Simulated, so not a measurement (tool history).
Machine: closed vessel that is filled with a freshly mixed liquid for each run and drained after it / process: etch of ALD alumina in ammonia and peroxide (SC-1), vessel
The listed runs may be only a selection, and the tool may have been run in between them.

run  hour  temperature setpoint of the liquid (C)  parts of 29 % ammonia solution to one part of 30 % peroxide (parts by volume)  time in the liquid (s)  thickness taken off the ALD alumina on a monitor wafer (angstrom)
  1     0                                      54                                                                           0.45                     530                                                             200.73
  2   5.1                                      54                                                                           0.45                     530                                                             204.68
  3  12.3                                      52                                                                           0.45                     530                                                             184.42
  4  13.7                                      52                                                                           0.55                     530                                                              187.4
  5  20.7                                    50.5                                                                           0.55                     530                                                             173.56
  6  22.6                                    50.5                                                                            0.5                     530                                                             171.37

For run 7, what comes out?
  7  23.7                                    42.5                                                                            0.5                     530                                                                  ?

{"run 7": {"thickness taken off the ALD alumina on a monitor wafer (angstrom)": 109.32}}
